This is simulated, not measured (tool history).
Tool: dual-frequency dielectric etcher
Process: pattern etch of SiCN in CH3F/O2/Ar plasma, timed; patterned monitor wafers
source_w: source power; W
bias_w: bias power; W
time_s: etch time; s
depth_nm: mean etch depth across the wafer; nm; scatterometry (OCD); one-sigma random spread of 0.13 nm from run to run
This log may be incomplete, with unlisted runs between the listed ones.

run 1 day=0.000 | source_w=350 bias_w=63 time_s=98 | depth_nm=33.426
run 2 day=0.096 | source_w=350 bias_w=63 time_s=102 | depth_nm=34.932
run 3 day=0.267 | source_w=310 bias_w=56 time_s=101 | depth_nm=31.162
run 4 day=0.400 | source_w=280 bias_w=54 time_s=101 | depth_nm=29.055
run 5 day=0.596 | source_w=330 bias_w=54 time_s=101 | depth_nm=31.931
run 6 day=0.929 | source_w=300 bias_w=53 time_s=101 | depth_nm=30.057

Run 7 is up next; what results do you expect?
run 7 day=1.096 | source_w=280 bias_w=52 time_s=101 | depth_nm=?

For run 7 the tool returned depth_nm 28.991 nm.
